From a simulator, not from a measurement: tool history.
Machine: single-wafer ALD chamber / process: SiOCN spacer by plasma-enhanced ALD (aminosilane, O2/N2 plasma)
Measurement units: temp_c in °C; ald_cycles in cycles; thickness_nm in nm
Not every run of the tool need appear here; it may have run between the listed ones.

| run | hour | temp_c | ald_cycles | thickness_nm |
|---|---|---|---|---|
| 1 | 0.0 | 375 | 113 | 7.3811 |
| 2 | 6.9 | 375 | 122 | 7.9270 |
| 3 | 12.0 | 375 | 134 | 8.7347 |
| 4 | 17.3 | 368 | 134 | 8.7543 |
| 5 | 20.0 | 368 | 130 | 8.4375 |
| 6 | 27.2 | 378 | 130 | 8.4698 |
| 7 | 36.5 | 378 | 126 | 8.1271 |
| 8 | 41.9 | 378 | 126 | 8.2396 |
| 9 | 47.1 | 378 | 123 | 7.9924 |
| 10 | 55.8 | 378 | 120 | 7.8090 |
| 11 | 63.6 | 378 | 117 | 7.6266 |
| 12 | 71.3 | 378 | 115 | 7.5201 |
| 13 | 75.2 | 378 | 113 | 7.3048 |
| 14 | 78.2 | 378 | 112 | 7.3063 |
| 15 | 86.1 | 378 | 112 | 7.2854 |
| 16 | 93.9 | 378 | 111 | 7.2402 |
| 17 | 95.6 | 378 | 110 | 7.2227 |
| 18 | 102.6 | 378 | 109 | 7.1093 |
| 19 | 110.6 | 378 | 108 | 7.0001 |

Estimate the outcome of run 20 from the log above:
| 20 | 112.3 | 378 | 107 | ? |

Run 20 gave thickness_nm 6.9770 nm.

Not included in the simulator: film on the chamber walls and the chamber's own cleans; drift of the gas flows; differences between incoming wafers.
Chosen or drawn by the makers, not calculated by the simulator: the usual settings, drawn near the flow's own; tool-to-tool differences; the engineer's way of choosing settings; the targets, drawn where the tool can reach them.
